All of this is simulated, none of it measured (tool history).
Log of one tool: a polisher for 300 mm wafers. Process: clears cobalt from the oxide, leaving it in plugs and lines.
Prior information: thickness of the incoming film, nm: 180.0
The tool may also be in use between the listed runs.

run,hour,flow of slurry (ml/min),pressure of the wafer on the pad (psi),speed of the pad under the wafer (m/s),overpolish time after the end point (s),time until the end point was called (s),dishing of a wide line in a test structure (Å)
1,0.0,310,1.6,1.16,20,38.492,427.88
2,5.1,305,1.5,1.16,16,41.141,383.73
3,5.7,275,1.3,1.30,13,40.314,345.80
4,12.6,250,1.1,1.40,11,43.628,299.96
5,19.7,230,1.0,1.50,10,44.342,284.16
6,27.5,230,1.0,1.70,10,39.413,311.60
7,32.6,220,0.9,1.72,9,41.933,278.20
8,37.6,220,0.9,1.72,9,41.159,282.11
9,39.7,205,0.8,1.72,6,44.881,199.45
10,43.8,205,0.8,1.72,6,46.111,197.91

What does the tool deliver on the next run?
11,47.5,200,0.8,1.72,6,?,?

{"run 11": {"time until the end point was called (s)": 44.616, "dishing of a wide line in a test structure (Å)": 198.84}}
